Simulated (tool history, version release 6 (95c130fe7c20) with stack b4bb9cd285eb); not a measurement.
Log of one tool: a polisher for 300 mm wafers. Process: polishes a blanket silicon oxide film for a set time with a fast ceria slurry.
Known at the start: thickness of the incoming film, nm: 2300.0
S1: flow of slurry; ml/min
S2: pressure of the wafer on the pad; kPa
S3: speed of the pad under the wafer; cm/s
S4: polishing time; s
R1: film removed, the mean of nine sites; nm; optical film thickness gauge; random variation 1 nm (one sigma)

Run 1, hour 0.0: S1 235 ml/min, S2 11.7 kPa, S3 116 cm/s, S4 26 s. Result: R1 244.10 nm.
Run 2, hour 4.9: S1 235 ml/min, S2 11.7 kPa, S3 116 cm/s, S4 26 s. Result: R1 245.92 nm.
Run 3, hour 10.4: S1 235 ml/min, S2 9.7 kPa, S3 98 cm/s, S4 26 s. Result: R1 175.37 nm.
Run 4, hour 17.0: S1 205 ml/min, S2 9.7 kPa, S3 98 cm/s, S4 26 s. Result: R1 172.72 nm.
Run 5, hour 25.0: S1 205 ml/min, S2 9.7 kPa, S3 120 cm/s, S4 26 s. Result: R1 213.82 nm.
Run 6, hour 25.8: S1 260 ml/min, S2 9.7 kPa, S3 120 cm/s, S4 26 s. Result: R1 212.73 nm.

The next listed run, before its measurement:
Run 7, hour 30.0: S1 260 ml/min, S2 8.3 kPa, S3 102 cm/s, S4 26 s. Result: R1 ?.

Run 7 gave R1 158.39 nm.
